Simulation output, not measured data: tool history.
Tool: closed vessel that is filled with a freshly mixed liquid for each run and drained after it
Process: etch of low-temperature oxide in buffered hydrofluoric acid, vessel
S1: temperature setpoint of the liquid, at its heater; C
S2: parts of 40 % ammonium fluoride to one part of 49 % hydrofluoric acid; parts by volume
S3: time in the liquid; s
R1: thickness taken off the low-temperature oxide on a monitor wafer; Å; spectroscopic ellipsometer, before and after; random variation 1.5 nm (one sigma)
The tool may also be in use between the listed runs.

run  hour    S1    S2   S3      R1
  1     0    25  16.5  100  1773.8
  2   8.3    25  16.5  100  1752.7
  3  17.6    25    20  100    1456
  4  25.6  23.5    20  100  1345.2
  5  29.4    26  17.5  100  1749.7
  6  37.7    28    16  100  2119.3

Run 7 comes next. What will it give?
  7  39.6  29  15  100   ?

R1: 2389 Å
